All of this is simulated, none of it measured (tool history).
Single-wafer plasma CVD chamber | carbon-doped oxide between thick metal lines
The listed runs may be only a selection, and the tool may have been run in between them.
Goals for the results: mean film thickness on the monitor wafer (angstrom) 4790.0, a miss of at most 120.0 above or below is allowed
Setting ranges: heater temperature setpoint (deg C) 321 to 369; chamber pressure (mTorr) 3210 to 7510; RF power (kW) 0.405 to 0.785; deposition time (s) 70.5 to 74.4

| run | hour | heater temperature setpoint (deg C) | chamber pressure (mTorr) | RF power (kW) | deposition time (s) | mean film thickness on the monitor wafer (angstrom) |
|---|---|---|---|---|---|---|
| 1 | 0.0 | 345 | 5360 | 0.595 | 74.4 | 3940.9 |
| 2 | 5.1 | 356 | 5360 | 0.595 | 74.4 | 3813.8 |
| 3 | 11.5 | 356 | 4730 | 0.595 | 74.4 | 3785.6 |
| 4 | 19.8 | 349 | 4730 | 0.595 | 74.4 | 3795.7 |
| 5 | 24.7 | 347 | 5300 | 0.645 | 74.4 | 4164.6 |
| 6 | 29.9 | 345 | 5690 | 0.670 | 74.4 | 4376.7 |
| 7 | 31.6 | 343 | 5980 | 0.680 | 74.4 | 4415.2 |
| 8 | 36.8 | 342 | 6100 | 0.700 | 74.4 | 4602.8 |
| 9 | 38.4 | 341 | 6220 | 0.705 | 74.4 | 4606.6 |

4 candidate next runs follow, results not yet known. Just one meets every target within its allowed miss. Identify it.
| A | 40.0 | 352 | 6420 | 0.665 | 73.5 | ? |
| B | 40.0 | 347 | 6420 | 0.755 | 74.4 | ? |
| C | 40.0 | 354 | 7390 | 0.710 | 70.5 | ? |
| D | 40.0 | 345 | 5920 | 0.695 | 72.2 | ? |

| move | mean film thickness on the monitor wafer (angstrom) |
|---|---|
| A | 4284.7 |
| B | 4842.7 |
| C | 4347.2 |
| D | 4403.1 |
A: the biggest miss grows against the last run
B: hits every target within its allowed miss
C: the biggest miss grows against the last run
D: the biggest miss grows against the last run
B is the move that brings every result within its allowed miss.
